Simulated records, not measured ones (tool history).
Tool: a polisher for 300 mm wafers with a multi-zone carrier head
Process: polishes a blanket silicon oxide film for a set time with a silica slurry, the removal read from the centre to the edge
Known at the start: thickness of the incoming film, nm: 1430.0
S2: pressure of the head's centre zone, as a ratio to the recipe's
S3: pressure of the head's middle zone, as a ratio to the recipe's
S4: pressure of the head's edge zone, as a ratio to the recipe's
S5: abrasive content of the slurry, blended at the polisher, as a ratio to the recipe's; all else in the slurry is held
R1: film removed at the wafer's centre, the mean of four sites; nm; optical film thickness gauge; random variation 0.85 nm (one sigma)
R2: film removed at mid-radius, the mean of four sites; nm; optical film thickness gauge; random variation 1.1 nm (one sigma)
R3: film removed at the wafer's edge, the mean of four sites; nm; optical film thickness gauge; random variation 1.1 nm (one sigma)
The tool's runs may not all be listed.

Run 1, hour 0.0: flow of slurry (ml/min) 240, S2 1.00, S3 1.00, S4 1.00, S5 1.0, polishing time (s) 58. Result: R1 155.620 nm, R2 146.01 nm, R3 145.65 nm.
Run 2, hour 6.7: flow of slurry (ml/min) 240, S2 1.00, S3 1.06, S4 1.00, S5 1.0, polishing time (s) 58. Result: R1 154.900 nm, R2 151.90 nm, R3 143.37 nm.
Run 3, hour 14.3: flow of slurry (ml/min) 240, S2 1.00, S3 1.06, S4 1.00, S5 1.0, polishing time (s) 44. Result: R1 118.270 nm, R2 114.66 nm, R3 106.98 nm.
Run 4, hour 18.1: flow of slurry (ml/min) 240, S2 1.00, S3 1.06, S4 1.03, S5 1.0, polishing time (s) 44. Result: R1 117.210 nm, R2 117.04 nm, R3 108.86 nm.
Run 5, hour 21.2: flow of slurry (ml/min) 240, S2 1.00, S3 1.01, S4 1.03, S5 1.0, polishing time (s) 44. Result: R1 119.190 nm, R2 113.17 nm, R3 111.27 nm.
Run 6, hour 25.1: flow of slurry (ml/min) 195, S2 1.00, S3 1.01, S4 1.03, S5 1.0, polishing time (s) 44. Result: R1 113.850 nm, R2 109.74 nm, R3 107.28 nm.
Run 7, hour 31.2: flow of slurry (ml/min) 190, S2 0.98, S3 1.03, S4 1.04, S5 1.0, polishing time (s) 44. Result: R1 111.930 nm, R2 109.99 nm, R3 108.54 nm.
Run 8, hour 37.2: flow of slurry (ml/min) 190, S2 0.98, S3 1.03, S4 1.04, S5 1.0, polishing time (s) 44. Result: R1 111.500 nm, R2 110.96 nm, R3 108.75 nm.
Run 9, hour 44.3: flow of slurry (ml/min) 185, S2 0.96, S3 1.05, S4 1.04, S5 1.0, polishing time (s) 44. Result: R1 108.950 nm, R2 114.18 nm, R3 109.21 nm.
At hour 48.1: centre zone pressure recalibrated.
Run 10, hour 48.1: flow of slurry (ml/min) 180, S2 0.94, S3 1.06, S4 1.03, S5 1.0, polishing time (s) 44. Result: R1 98.922 nm, R2 114.39 nm, R3 105.86 nm.
Run 11, hour 55.1: flow of slurry (ml/min) 180, S2 0.94, S3 1.07, S4 1.03, S5 1.0, polishing time (s) 44. Result: R1 98.773 nm, R2 113.45 nm, R3 108.33 nm.
Run 12, hour 63.1: flow of slurry (ml/min) 180, S2 0.94, S3 1.08, S4 1.02, S5 1.0, polishing time (s) 44. Result: R1 99.459 nm, R2 114.22 nm, R3 104.91 nm.

The next listed run, before its measurement:
Run 13, hour 68.7: flow of slurry (ml/min) 180, S2 0.93, S3 1.09, S4 1.02, S5 1.0, polishing time (s) 44. Result: R1 ?, R2 ?, R3 ?.

Run 13 gave R1 97.435 nm, R2 115.32 nm, R3 106.96 nm.
